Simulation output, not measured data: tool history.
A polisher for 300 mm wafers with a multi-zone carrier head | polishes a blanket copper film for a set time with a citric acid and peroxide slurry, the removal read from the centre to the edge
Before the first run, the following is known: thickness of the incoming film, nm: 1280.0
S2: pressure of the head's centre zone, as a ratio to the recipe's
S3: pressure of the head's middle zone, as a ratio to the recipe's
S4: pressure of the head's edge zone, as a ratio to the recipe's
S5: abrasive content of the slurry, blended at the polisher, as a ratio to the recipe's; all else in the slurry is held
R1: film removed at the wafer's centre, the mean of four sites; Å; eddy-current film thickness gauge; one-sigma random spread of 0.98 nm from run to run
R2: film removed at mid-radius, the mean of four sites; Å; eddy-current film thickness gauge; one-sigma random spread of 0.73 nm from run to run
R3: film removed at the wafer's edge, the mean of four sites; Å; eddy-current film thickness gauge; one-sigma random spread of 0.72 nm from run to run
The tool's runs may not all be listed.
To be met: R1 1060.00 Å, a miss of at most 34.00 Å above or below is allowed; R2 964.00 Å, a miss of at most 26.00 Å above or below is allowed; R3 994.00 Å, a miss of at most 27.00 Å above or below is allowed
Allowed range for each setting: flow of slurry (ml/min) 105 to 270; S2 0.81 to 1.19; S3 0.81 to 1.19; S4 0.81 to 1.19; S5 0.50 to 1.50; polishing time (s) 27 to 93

{"run": 1, "hour": 0.0, "flow of slurry (ml/min)": 175, "S2": 1.0, "S3": 1.0, "S4": 1.0, "S5": 1.0, "polishing time (s)": 59, "R1": 1589.3, "R2": 1525.8, "R3": 1510.6}
{"run": 2, "hour": 8.8, "flow of slurry (ml/min)": 170, "S2": 0.99, "S3": 0.98, "S4": 0.97, "S5": 0.9, "polishing time (s)": 57, "R1": 1435.8, "R2": 1414.7, "R3": 1409.1}
{"run": 3, "hour": 14.5, "flow of slurry (ml/min)": 170, "S2": 1.0, "S3": 0.96, "S4": 0.95, "S5": 0.85, "polishing time (s)": 55, "R1": 1416.0, "R2": 1318.7, "R3": 1327.2}
{"run": 4, "hour": 16.0, "flow of slurry (ml/min)": 150, "S2": 1.0, "S3": 0.96, "S4": 0.95, "S5": 0.85, "polishing time (s)": 55, "R1": 1338.3, "R2": 1306.7, "R3": 1301.8}
{"run": 5, "hour": 19.7, "flow of slurry (ml/min)": 150, "S2": 1.0, "S3": 0.94, "S4": 0.93, "S5": 0.8, "polishing time (s)": 54, "R1": 1321.0, "R2": 1236.6, "R3": 1239.4}
{"run": 6, "hour": 21.7, "flow of slurry (ml/min)": 150, "S2": 1.0, "S3": 0.94, "S4": 0.93, "S5": 0.7, "polishing time (s)": 54, "R1": 1282.4, "R2": 1220.8, "R3": 1213.7}
{"run": 7, "hour": 24.9, "flow of slurry (ml/min)": 130, "S2": 0.98, "S3": 0.84, "S4": 0.83, "S5": 0.5, "polishing time (s)": 47, "R1": 990.8, "R2": 930.25, "R3": 923.53}
{"run": 8, "hour": 30.1, "flow of slurry (ml/min)": 130, "S2": 0.98, "S3": 0.84, "S4": 0.83, "S5": 0.5, "polishing time (s)": 47, "R1": 976.72, "R2": 900.88, "R3": 923.83}

Which single option among these 4 for the next run brings every result within its allowed miss of target? Just one does.
{"run": "A", "hour": 35.3, "flow of slurry (ml/min)": 140, "S2": 1.04, "S3": 0.81, "S4": 0.85, "S5": 0.75, "polishing time (s)": 46, "R1": "?", "R2": "?", "R3": "?"}
{"run": "B", "hour": 35.3, "flow of slurry (ml/min)": 160, "S2": 1.06, "S3": 0.83, "S4": 0.88, "S5": 0.7, "polishing time (s)": 42, "R1": "?", "R2": "?", "R3": "?"}
{"run": "C", "hour": 35.3, "flow of slurry (ml/min)": 120, "S2": 0.97, "S3": 0.89, "S4": 0.91, "S5": 0.5, "polishing time (s)": 49, "R1": "?", "R2": "?", "R3": "?"}
{"run": "D", "hour": 35.3, "flow of slurry (ml/min)": 145, "S2": 1.01, "S3": 0.87, "S4": 0.92, "S5": 0.55, "polishing time (s)": 47, "R1": "?", "R2": "?", "R3": "?"}

move=A R1=1113.70 R2=972.71 R3=1004.20
move=B R1=1056.70 R2=910.93 R3=938.09
move=C R1=979.20 R2=959.13 R3=992.73
move=D R1=1051.10 R2=972.58 R3=1007.60
A: meets the target for the result that was furthest off, but another lies outside its allowed miss
B: better than the last run, though not everything is in spec
C: meets the target for the result that was furthest off, but another lies outside its allowed miss
D: every result lands within tolerance
Answer: D
